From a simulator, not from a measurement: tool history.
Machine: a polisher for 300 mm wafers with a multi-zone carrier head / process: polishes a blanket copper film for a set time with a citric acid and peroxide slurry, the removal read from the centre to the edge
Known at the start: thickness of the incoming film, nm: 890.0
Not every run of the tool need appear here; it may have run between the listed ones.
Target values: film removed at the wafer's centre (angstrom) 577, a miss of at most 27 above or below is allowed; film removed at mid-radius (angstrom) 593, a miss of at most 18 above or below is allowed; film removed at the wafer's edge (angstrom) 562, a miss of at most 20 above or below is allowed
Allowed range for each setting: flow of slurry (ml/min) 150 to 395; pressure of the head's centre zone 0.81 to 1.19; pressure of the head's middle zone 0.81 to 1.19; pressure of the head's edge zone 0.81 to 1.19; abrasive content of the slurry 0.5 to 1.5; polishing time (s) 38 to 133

run	hour	flow of slurry (ml/min)	pressure of the head's centre zone	pressure of the head's middle zone	pressure of the head's edge zone	abrasive content of the slurry	polishing time (s)	film removed at the wafer's centre (angstrom)	film removed at mid-radius (angstrom)	film removed at the wafer's edge (angstrom)
1	0	250	1	1	1	1	85	1025.2	1029.9	1008.8
2	8.7	250	0.99	0.99	0.98	0.9	79	913.39	913.84	906.35
3	11.3	250	0.99	0.99	1.06	0.9	79	914.91	914.52	949.83
4	17	250	1.06	0.99	1.06	0.9	79	978.49	911.2	936.9
5	21.9	250	1.05	0.99	1.03	0.85	74	918.13	853.74	879.46
6	27.1	250	1.04	1	1	0.8	69	827.94	793.08	783.34
7	32.7	250	1.03	1	0.98	0.75	67	778.37	764.27	738.43
8	35.6	250	1.02	0.99	0.96	0.7	65	732.28	719.37	707.43
9	44.4	250	1.01	0.99	0.94	0.65	64	718.49	706.26	679.29
10	48	245	1	0.98	0.92	0.65	63	680.57	679.54	658.7
11	55.3	240	0.99	0.98	0.9	0.65	62	652.15	664	641.06
12	58.7	235	0.99	0.98	0.89	0.65	62	656.29	662.3	618.37
13	62.6	190	0.9	0.9	0.83	0.5	61	534.2	556.76	564.6
14	71.3	195	0.91	0.91	0.83	0.5	61	546.82	565.77	555.79
15	78.8	200	0.91	0.91	0.83	0.5	61	560.72	568.63	566.54

5 candidate next runs follow, results not yet known. Just one meets every target within its allowed miss. Identify it.
A	86.3	230	0.95	0.95	0.83	0.5	65	?	?	?
B	86.3	190	0.96	0.96	0.83	0.55	60	?	?	?
C	86.3	245	0.95	0.92	0.81	0.5	65	?	?	?
D	86.3	255	0.95	0.91	0.81	0.5	66	?	?	?
E	86.3	185	1.07	1.02	0.81	0.7	58	?	?	?

move	film removed at the wafer's centre (angstrom)	film removed at mid-radius (angstrom)	film removed at the wafer's edge (angstrom)
A	611.55	637.52	619.91
B	564.21	589.03	571.83
C	617.01	625.76	617.69
D	629.87	632.72	629.6
E	638.3	628.43	574.36
A: takes the biggest miss from the last run beyond its target
B: all results in spec
C: takes the biggest miss from the last run beyond its target
D: takes the biggest miss from the last run beyond its target
E: takes the biggest miss from the last run beyond its target
Go with B: it meets all targets.
